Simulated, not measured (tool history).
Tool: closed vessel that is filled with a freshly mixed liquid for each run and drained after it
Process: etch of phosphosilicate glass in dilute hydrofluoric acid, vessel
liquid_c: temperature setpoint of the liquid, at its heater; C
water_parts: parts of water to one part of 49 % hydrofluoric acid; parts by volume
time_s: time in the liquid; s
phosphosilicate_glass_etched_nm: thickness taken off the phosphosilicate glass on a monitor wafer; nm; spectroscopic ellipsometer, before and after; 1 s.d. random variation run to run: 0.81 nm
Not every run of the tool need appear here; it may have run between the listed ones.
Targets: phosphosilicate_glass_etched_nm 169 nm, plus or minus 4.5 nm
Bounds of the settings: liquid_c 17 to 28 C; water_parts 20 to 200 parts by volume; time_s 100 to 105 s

| run | day | liquid_c | water_parts | time_s | phosphosilicate_glass_etched_nm |
|---|---|---|---|---|---|
| 1 | 0 | 20 | 110 | 100 | 65.75 |
| 2 | 0.225 | 20 | 75 | 100 | 100.94 |
| 3 | 0.579 | 22 | 70 | 100 | 116.77 |
| 4 | 0.912 | 22 | 70 | 100 | 117.05 |
| 5 | 1.212 | 23.5 | 70 | 100 | 125.05 |
| 6 | 1.271 | 25 | 70 | 100 | 133.65 |
| 7 | 1.438 | 25.5 | 70 | 100 | 135.46 |
| 8 | 1.567 | 26 | 65 | 100 | 151.24 |

Which one of the following 5 next-run settings gets every result inside its allowed miss? There is exactly one.
| A | 1.696 | 28 | 65 | 105 | ? |
| B | 1.696 | 25.5 | 70 | 100 | ? |
| C | 1.696 | 22.5 | 55 | 100 | ? |
| D | 1.696 | 28 | 80 | 100 | ? |
| E | 1.696 | 25 | 60 | 100 | ? |

| move | phosphosilicate_glass_etched_nm |
|---|---|
| A | 169.61 |
| B | 134.9 |
| C | 154.93 |
| D | 128.5 |
| E | 156.32 |
A: in spec on every target
B: further off than the last run
C: better than the last run, though not everything is in spec
D: further off than the last run
E: better than the last run, though not everything is in spec
So the answer is move A, the one that meets all the targets.

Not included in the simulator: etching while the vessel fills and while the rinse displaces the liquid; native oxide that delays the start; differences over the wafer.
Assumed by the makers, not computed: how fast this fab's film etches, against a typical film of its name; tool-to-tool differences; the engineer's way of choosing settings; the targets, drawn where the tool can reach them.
